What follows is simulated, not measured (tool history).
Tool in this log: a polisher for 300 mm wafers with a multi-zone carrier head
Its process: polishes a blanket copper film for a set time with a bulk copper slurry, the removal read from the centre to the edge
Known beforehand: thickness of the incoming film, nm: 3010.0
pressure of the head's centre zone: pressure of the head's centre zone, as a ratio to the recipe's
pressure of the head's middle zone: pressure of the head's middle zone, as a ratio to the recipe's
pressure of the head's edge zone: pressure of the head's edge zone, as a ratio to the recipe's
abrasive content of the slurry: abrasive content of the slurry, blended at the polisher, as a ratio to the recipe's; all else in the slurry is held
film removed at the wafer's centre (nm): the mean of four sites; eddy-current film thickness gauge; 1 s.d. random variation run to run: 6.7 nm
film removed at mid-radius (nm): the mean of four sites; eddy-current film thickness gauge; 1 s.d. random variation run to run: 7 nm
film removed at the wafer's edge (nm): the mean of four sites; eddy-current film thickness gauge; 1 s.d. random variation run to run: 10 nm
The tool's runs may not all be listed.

run	hour	flow of slurry (ml/min)	pressure of the head's centre zone	pressure of the head's middle zone	pressure of the head's edge zone	abrasive content of the slurry	polishing time (s)	film removed at the wafer's centre (nm)	film removed at mid-radius (nm)	film removed at the wafer's edge (nm)
1	0	165	1	1	1	1	85	640.07	646.79	634.24
2	5.5	165	1	1	1	1	103	785	775.91	777.62
3	9	175	1	0.99	1.02	1	103	789.94	769.36	794.75
4	13.3	175	1	0.99	1.02	1	115	886.35	863.41	879.56
5	20.3	175	1	0.99	1.02	1	96	727.17	723.07	735.74
6	26.1	175	1	1.03	1.02	1	96	732.38	757.49	736
7	28	180	1.01	1.02	1.04	1.05	96	752.51	756.96	750.06
8	28.9	185	1.01	1.01	1.06	1.1	96	768.26	767.83	777.59

Forecast run 9:
9	35.6	190	1.02	1	1.08	1.1	96	?	?	?

film removed at the wafer's centre (nm): 787.47
film removed at mid-radius (nm): 746.24
film removed at the wafer's edge (nm): 770.87

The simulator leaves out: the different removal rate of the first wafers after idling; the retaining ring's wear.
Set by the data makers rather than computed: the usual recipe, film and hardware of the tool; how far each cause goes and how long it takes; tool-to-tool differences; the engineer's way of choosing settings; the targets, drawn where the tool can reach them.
